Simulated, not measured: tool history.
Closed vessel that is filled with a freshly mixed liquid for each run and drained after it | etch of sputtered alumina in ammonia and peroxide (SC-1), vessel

run    day  temperature setpoint of the liquid (K)  parts of 29 % ammonia solution to one part of 30 % peroxide (parts by volume)  time in the liquid (s)  thickness taken off the sputtered alumina on a monitor wafer (Å)
  1      0                                  325.15                                                                            0.5                     935                                                            534.27
  2  0.146                                  329.15                                                                            0.5                     935                                                            650.47
  3  0.267                                  328.15                                                                            0.5                     935                                                            622.22
  4  0.338                                  328.15                                                                            0.5                     935                                                            623.73
  5  0.675                                  327.65                                                                            0.5                     935                                                            604.67
  6  1.046                                  332.65                                                                            0.5                     935                                                            786.61
  7  1.192                                  331.65                                                                            0.5                     935                                                            747.97

Run 8 comes next. What will it give?
  8  1.283                                  330.65                                                                            0.5                     935                                                                 ?

{"run 8": {"thickness taken off the sputtered alumina on a monitor wafer (Å)": 714.61}}

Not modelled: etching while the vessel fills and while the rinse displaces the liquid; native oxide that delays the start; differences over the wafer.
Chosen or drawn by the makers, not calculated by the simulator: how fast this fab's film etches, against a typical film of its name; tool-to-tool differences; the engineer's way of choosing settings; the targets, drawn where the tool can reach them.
